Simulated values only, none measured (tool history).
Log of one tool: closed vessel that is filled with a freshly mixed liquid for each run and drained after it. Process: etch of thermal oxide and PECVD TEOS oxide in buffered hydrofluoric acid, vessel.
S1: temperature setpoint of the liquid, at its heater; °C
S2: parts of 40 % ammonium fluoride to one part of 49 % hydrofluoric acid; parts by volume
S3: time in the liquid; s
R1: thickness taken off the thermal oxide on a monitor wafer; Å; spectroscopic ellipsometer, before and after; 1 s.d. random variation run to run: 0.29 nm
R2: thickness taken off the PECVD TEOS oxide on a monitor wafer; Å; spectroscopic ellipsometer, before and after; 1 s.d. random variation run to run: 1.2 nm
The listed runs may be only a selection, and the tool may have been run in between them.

run  hour    S1  S2  S3      R1      R2
  1     0    23  19  95  489.54  1155.1
  2   2.6    23  19  80  411.02  959.49
  3   9.1    23  14  80  553.17  1285.8
  4  16.7  23.5  14  80  572.55  1335.4
  5  19.1  21.5  14  80  507.39  1208.2
  6  27.6    22  14  80  523.88  1238.4
  7  29.6  22.5  14  80  542.19  1255.5
  8  34.2    23  14  80  556.89  1306.7
  9  35.5  23.5  14  80   574.2  1328.9
 10  40.4  23.5  14  80   572.5  1342.3

What does the tool deliver on the next run?
 11    48  25.5  14  80   ?   ?

{"run 11": {"R1": 640.1, "R2": 1499.7}}

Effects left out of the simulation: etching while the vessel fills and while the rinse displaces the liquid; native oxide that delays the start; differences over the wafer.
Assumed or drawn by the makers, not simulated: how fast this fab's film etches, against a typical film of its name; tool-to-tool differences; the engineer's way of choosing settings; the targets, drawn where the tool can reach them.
